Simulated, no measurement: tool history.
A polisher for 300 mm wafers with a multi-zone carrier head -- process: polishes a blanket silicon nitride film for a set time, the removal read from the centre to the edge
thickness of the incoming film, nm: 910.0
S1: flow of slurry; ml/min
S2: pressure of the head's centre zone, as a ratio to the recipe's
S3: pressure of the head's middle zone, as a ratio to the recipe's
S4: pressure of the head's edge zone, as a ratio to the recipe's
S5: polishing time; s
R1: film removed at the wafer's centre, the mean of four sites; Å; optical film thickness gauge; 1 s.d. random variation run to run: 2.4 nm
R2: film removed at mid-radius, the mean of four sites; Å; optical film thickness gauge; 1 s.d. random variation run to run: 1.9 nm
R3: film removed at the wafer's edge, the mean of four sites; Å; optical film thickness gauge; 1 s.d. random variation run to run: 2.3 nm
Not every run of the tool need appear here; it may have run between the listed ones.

| run | day | S1 | S2 | S3 | S4 | S5 | R1 | R2 | R3 |
|---|---|---|---|---|---|---|---|---|---|
| 1 | 0.000 | 260 | 1.00 | 1.00 | 1.00 | 66 | 1210.8 | 1160.4 | 1236.1 |
| 2 | 0.154 | 270 | 1.03 | 1.05 | 1.01 | 71 | 1331.9 | 1328.0 | 1309.3 |
| 3 | 0.371 | 270 | 0.99 | 1.05 | 1.01 | 71 | 1328.5 | 1312.2 | 1342.6 |
| 4 | 0.488 | 270 | 0.99 | 1.10 | 1.01 | 71 | 1295.0 | 1363.1 | 1336.0 |
| 5 | 0.512 | 280 | 1.02 | 1.09 | 1.02 | 75 | 1378.3 | 1467.6 | 1433.1 |
| 6 | 0.754 | 275 | 1.05 | 1.07 | 0.99 | 79 | 1538.6 | 1520.9 | 1494.5 |
| 7 | 1.079 | 280 | 1.07 | 1.08 | 0.99 | 81 | 1625.2 | 1553.2 | 1497.8 |

Run 8 comes next. What will it give?
| 8 | 1.321 | 285 | 1.08 | 1.09 | 1.00 | 82 | ? | ? | ? |

For run 8 the tool returned R1 1649.2 Å, R2 1607.0 Å, R3 1504.1 Å.
